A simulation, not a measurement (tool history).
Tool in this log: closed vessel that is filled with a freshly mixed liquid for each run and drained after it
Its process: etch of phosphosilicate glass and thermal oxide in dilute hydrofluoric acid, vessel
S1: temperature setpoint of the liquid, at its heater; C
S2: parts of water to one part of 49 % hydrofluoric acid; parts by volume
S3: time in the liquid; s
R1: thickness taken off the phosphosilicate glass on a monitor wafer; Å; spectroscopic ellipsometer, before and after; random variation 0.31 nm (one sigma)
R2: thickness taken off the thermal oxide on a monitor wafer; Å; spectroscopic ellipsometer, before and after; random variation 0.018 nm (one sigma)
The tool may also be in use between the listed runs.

| run | hour | S1 | S2 | S3 | R1 | R2 |
|---|---|---|---|---|---|---|
| 1 | 0 | 23 | 90 | 60 | 365.02 | 26.867 |
| 2 | 1.7 | 23 | 75 | 60 | 455.4 | 32.905 |
| 3 | 3.7 | 22.5 | 75 | 60 | 449.78 | 32.059 |
| 4 | 7.9 | 22.5 | 75 | 40 | 299.4 | 21.347 |
| 5 | 13.6 | 25.5 | 75 | 40 | 336.07 | 24.413 |
|  | 20.8 | thermometer replaced |
| 6 | 20.8 | 23.5 | 75 | 40 | 332.47 | 24.147 |
| 7 | 25.3 | 24.5 | 75 | 40 | 339.93 | 24.942 |

What will run 8 give?
| 8 | 29.5 | 24.5 | 70 | 40 | ? | ? |

{"run 8": {"R1": 378.71, "R2": 26.837}}
